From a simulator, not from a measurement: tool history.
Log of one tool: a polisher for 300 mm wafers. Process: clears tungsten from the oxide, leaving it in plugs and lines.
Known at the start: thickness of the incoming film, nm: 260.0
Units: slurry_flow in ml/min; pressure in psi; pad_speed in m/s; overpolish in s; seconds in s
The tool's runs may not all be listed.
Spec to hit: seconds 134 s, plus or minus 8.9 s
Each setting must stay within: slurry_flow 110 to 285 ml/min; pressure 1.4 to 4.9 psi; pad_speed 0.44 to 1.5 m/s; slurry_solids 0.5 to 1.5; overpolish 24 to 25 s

| run | hour | slurry_flow | pressure | pad_speed | slurry_solids | overpolish | seconds |
|---|---|---|---|---|---|---|---|
| 1 | 0 | 180 | 3.1 | 0.96 | 1 | 24 | 67.208 |
| 2 | 2.1 | 155 | 3.1 | 0.96 | 1 | 24 | 67.432 |
| 3 | 8.7 | 155 | 2.7 | 0.92 | 1 | 24 | 80.881 |
| 4 | 13.7 | 155 | 2.2 | 0.92 | 1 | 24 | 100.02 |
| 5 | 19.8 | 155 | 2 | 0.92 | 1 | 24 | 107.63 |
| 6 | 27 | 155 | 2 | 0.92 | 0.8 | 24 | 108.84 |
| 7 | 28.3 | 155 | 1.9 | 0.92 | 0.8 | 24 | 113.13 |
| 8 | 34.1 | 155 | 1.8 | 0.92 | 0.8 | 24 | 123.94 |

4 next moves are on the table. One of them brings every result within its allowed miss. Which?
| A | 39.9 | 170 | 1.9 | 0.8 | 0.8 | 25 | ? |
| B | 39.9 | 165 | 2 | 0.84 | 1.15 | 24 | ? |
| C | 39.9 | 140 | 2 | 0.7 | 0.7 | 24 | ? |
| D | 39.9 | 140 | 1.7 | 0.82 | 0.75 | 25 | ? |

| move | seconds |
|---|---|
| A | 136.21 |
| B | 113.99 |
| C | 154.84 |
| D | 152.77 |
A: each result inside its tolerance
B: moves away from the targets compared with the last run
C: takes the result that was furthest off past its target
D: takes the result that was furthest off past its target
A is the move that brings every result within its allowed miss.
